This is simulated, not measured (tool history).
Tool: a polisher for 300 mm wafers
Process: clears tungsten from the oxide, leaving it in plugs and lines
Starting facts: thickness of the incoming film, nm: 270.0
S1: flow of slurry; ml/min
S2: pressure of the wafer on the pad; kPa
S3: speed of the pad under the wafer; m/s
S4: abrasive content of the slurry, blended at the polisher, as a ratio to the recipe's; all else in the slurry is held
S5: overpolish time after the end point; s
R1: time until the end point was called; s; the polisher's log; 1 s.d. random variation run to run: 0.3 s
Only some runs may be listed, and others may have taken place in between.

run  hour   S1    S2    S3   S4  S5      R1
  1   0.0  185  27.6  0.84  1.0   9  56.807
  2   6.1  195  31.0  0.84  1.0   9  49.856
  3  10.3  200  33.8  0.84  1.0   9  47.258
  4  11.9  200  36.5  0.86  1.0   9  42.659
  5  14.9  205  38.6  0.86  1.0   9  40.059
  6  21.0  205  40.0  0.86  1.0   9  39.163

Expected results for the next run?
  7  25.0  210  40.7  0.86  1.0   9   ?

{"run 7": {"R1": 38.369}}
